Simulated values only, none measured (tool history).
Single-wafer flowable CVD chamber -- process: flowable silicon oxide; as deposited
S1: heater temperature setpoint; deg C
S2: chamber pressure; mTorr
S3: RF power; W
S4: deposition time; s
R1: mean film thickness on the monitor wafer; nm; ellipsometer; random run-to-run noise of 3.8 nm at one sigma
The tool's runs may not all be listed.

run,hour,S1,S2,S3,S4,R1
1,0,100,850,2545,728,497.52
2,6.8,98,850,2545,728,533.51
3,12.7,97,850,2545,728,552.03
4,20.5,97,850,2245,728,529.15
5,25.8,96,850,2245,728,549.29
6,29.3,96,775,2245,728,506.72
7,34.1,94,775,2245,728,536.94
8,40,93,775,2245,728,554.4
9,43.6,92,775,2245,728,572.51
10,47.2,91,775,2245,728,597.67
11,51.7,90,775,2245,728,614.16

Run 12 has not been measured yet. What should we expect?
12,59.6,89,775,2245,728,?

For run 12 the tool returned R1 629.56 nm.

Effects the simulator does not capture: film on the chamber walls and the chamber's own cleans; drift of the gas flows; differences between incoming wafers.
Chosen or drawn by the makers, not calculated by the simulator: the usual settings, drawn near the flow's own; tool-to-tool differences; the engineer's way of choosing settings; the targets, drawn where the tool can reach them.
